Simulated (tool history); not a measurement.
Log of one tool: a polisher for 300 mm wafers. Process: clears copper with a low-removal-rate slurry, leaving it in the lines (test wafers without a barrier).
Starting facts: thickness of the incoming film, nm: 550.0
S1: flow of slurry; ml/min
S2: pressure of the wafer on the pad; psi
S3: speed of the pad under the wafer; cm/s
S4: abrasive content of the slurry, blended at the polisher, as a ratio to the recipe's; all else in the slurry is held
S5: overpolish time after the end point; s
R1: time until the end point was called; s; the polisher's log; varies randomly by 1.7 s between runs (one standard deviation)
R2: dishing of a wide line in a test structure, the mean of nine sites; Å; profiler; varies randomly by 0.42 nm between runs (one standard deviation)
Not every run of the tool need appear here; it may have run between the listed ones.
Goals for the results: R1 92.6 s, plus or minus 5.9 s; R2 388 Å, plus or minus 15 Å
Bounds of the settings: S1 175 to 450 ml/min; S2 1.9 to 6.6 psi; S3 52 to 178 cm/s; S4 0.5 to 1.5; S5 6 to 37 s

{"run": 1, "day": 0.0, "S1": 290, "S2": 4.2, "S3": 114, "S4": 1, "S5": 19, "R1": 125.45, "R2": 326.36}
{"run": 2, "day": 0.092, "S1": 290, "S2": 4.4, "S3": 114, "S4": 1, "S5": 19, "R1": 118.48, "R2": 339.28}
{"run": 3, "day": 0.329, "S1": 290, "S2": 4.6, "S3": 114, "S4": 1, "S5": 19, "R1": 112.15, "R2": 342.88}
{"run": 4, "day": 0.521, "S1": 290, "S2": 4.6, "S3": 114, "S4": 0.9, "S5": 19, "R1": 113.95, "R2": 342.89}
{"run": 5, "day": 0.804, "S1": 290, "S2": 4.8, "S3": 114, "S4": 0.9, "S5": 19, "R1": 109.15, "R2": 344.47}
{"run": 6, "day": 1.171, "S1": 290, "S2": 4.9, "S3": 114, "S4": 0.9, "S5": 20, "R1": 104.96, "R2": 356.21}
{"run": 7, "day": 1.4, "S1": 290, "S2": 5, "S3": 114, "S4": 0.9, "S5": 20, "R1": 104.41, "R2": 358.87}
{"run": 8, "day": 1.604, "S1": 290, "S2": 5.1, "S3": 114, "S4": 0.9, "S5": 20, "R1": 103.59, "R2": 365.04}
{"run": 9, "day": 1.892, "S1": 290, "S2": 5.2, "S3": 114, "S4": 0.9, "S5": 20, "R1": 99.382, "R2": 370.22}
{"run": 10, "day": 2.246, "S1": 290, "S2": 5.3, "S3": 114, "S4": 0.9, "S5": 20, "R1": 99.572, "R2": 364.21}
{"run": 11, "day": 2.562, "S1": 290, "S2": 5.4, "S3": 114, "S4": 0.9, "S5": 20, "R1": 98.877, "R2": 371.01}
{"run": 12, "day": 2.925, "S1": 290, "S2": 5.5, "S3": 114, "S4": 0.9, "S5": 20, "R1": 98.938, "R2": 368.62}
{"run": 13, "day": 3.025, "S1": 290, "S2": 5.6, "S3": 114, "S4": 0.9, "S5": 20, "R1": 95.198, "R2": 369.32}

Which of these 4 next moves meets every target?
{"run": "A", "day": 3.125, "S1": 315, "S2": 6.2, "S3": 106, "S4": 0.9, "S5": 15, "R1": "?", "R2": "?"}
{"run": "B", "day": 3.125, "S1": 290, "S2": 5.2, "S3": 114, "S4": 0.9, "S5": 20, "R1": "?", "R2": "?"}
{"run": "C", "day": 3.125, "S1": 340, "S2": 5.4, "S3": 124, "S4": 0.85, "S5": 18, "R1": "?", "R2": "?"}
{"run": "D", "day": 3.125, "S1": 240, "S2": 5.6, "S3": 120, "S4": 0.9, "S5": 23, "R1": "?", "R2": "?"}

move=A R1=90.598 R2=341.12
move=B R1=101.08 R2=358.32
move=C R1=89.233 R2=360.88
move=D R1=91.402 R2=380.35
A: misses by more than the last run did
B: misses by more than the last run did
C: misses by more than the last run did
D: meets every target
The right move is D.

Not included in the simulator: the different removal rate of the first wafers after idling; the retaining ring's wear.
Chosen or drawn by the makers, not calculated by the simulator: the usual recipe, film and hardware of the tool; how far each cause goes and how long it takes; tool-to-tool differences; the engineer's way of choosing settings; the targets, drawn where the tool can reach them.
